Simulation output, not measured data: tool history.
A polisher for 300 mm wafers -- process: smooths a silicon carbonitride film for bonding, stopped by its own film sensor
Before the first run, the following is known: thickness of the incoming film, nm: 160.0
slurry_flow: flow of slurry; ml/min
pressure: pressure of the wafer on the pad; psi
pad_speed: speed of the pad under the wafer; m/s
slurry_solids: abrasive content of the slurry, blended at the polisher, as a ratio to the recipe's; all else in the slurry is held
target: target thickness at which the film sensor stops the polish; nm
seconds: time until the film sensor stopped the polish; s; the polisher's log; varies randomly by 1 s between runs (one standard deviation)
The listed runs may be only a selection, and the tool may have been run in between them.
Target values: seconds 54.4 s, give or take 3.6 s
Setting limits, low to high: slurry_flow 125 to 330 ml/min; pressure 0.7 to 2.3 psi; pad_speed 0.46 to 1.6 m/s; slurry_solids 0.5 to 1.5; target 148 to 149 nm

Run 1, hour 0: slurry_flow 210 ml/min, pressure 1.5 psi, pad_speed 1.02 m/s, slurry_solids 1, target 148 nm. Result: seconds 73.65 s.
Run 2, hour 6.8: slurry_flow 210 ml/min, pressure 1.7 psi, pad_speed 1.02 m/s, slurry_solids 1, target 148 nm. Result: seconds 63.121 s.
Run 3, hour 9.5: slurry_flow 180 ml/min, pressure 1.7 psi, pad_speed 1.02 m/s, slurry_solids 1, target 148 nm. Result: seconds 66.581 s.
Run 4, hour 15.3: slurry_flow 180 ml/min, pressure 1.7 psi, pad_speed 0.78 m/s, slurry_solids 1, target 148 nm. Result: seconds 83.018 s.
Run 5, hour 20.6: slurry_flow 180 ml/min, pressure 1.8 psi, pad_speed 0.78 m/s, slurry_solids 1, target 148 nm. Result: seconds 77 s.
Run 6, hour 25.7: slurry_flow 180 ml/min, pressure 1.9 psi, pad_speed 0.78 m/s, slurry_solids 1, target 148 nm. Result: seconds 72.835 s.
Run 7, hour 33.4: slurry_flow 185 ml/min, pressure 2.1 psi, pad_speed 0.8 m/s, slurry_solids 1, target 148 nm. Result: seconds 64.315 s.
Run 8, hour 37.5: slurry_flow 185 ml/min, pressure 2.2 psi, pad_speed 0.84 m/s, slurry_solids 1, target 148 nm. Result: seconds 58.734 s.

Which of these 5 next moves meets every target?
Run A, hour 41.6: slurry_flow 170 ml/min, pressure 2.3 psi, pad_speed 0.74 m/s, slurry_solids 1, target 148 nm. Result: seconds ?.
Run B, hour 41.6: slurry_flow 175 ml/min, pressure 2.2 psi, pad_speed 0.9 m/s, slurry_solids 1.15, target 148 nm. Result: seconds ?.
Run C, hour 41.6: slurry_flow 210 ml/min, pressure 2.2 psi, pad_speed 0.72 m/s, slurry_solids 1, target 148 nm. Result: seconds ?.
Run D, hour 41.6: slurry_flow 155 ml/min, pressure 2.2 psi, pad_speed 0.78 m/s, slurry_solids 0.9, target 148 nm. Result: seconds ?.
Run E, hour 41.6: slurry_flow 170 ml/min, pressure 2.1 psi, pad_speed 0.7 m/s, slurry_solids 1.15, target 149 nm. Result: seconds ?.

move  seconds
   A    62.12
   B   52.214
   C   64.305
   D   66.068
   E   61.533
A: lands further from the targets than the last run did
B: in spec on every target
C: lands further from the targets than the last run did
D: lands further from the targets than the last run did
E: lands further from the targets than the last run did
Move B is the one to make.

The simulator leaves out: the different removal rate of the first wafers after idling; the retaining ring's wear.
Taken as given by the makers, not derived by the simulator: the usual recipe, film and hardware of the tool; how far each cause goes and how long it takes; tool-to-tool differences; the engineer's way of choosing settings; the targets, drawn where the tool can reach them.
